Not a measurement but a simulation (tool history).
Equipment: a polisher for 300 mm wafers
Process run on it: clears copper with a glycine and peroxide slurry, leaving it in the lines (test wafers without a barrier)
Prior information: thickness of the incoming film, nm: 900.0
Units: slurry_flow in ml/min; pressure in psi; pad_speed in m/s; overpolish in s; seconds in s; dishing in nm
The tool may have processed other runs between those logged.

| run | day | slurry_flow | pressure | pad_speed | overpolish | seconds | dishing |
|---|---|---|---|---|---|---|---|
| 1 | 0.000 | 155 | 3.4 | 1.00 | 27 | 114.72 | 100.350 |
| 2 | 0.246 | 155 | 3.4 | 1.00 | 17 | 116.88 | 68.321 |
| 3 | 0.608 | 155 | 3.4 | 0.86 | 17 | 133.08 | 65.190 |
| 4 | 0.846 | 155 | 2.6 | 0.86 | 17 | 165.27 | 51.808 |
| 5 | 1.171 | 155 | 2.2 | 0.86 | 17 | 183.21 | 48.142 |
| 6 | 1.342 | 170 | 2.2 | 0.86 | 17 | 183.92 | 48.825 |
| 7 | 1.371 | 170 | 2.7 | 0.86 | 18 | 154.77 | 58.421 |
| 8 | 1.692 | 180 | 3.0 | 0.86 | 18 | 143.60 | 63.836 |
| 9 | 1.725 | 185 | 3.3 | 0.86 | 18 | 129.61 | 69.930 |

What does the tool deliver on the next run?
| 10 | 1.950 | 190 | 3.6 | 0.86 | 18 | ? | ? |

{"run 10": {"seconds": 123.01, "dishing": 71.658}}
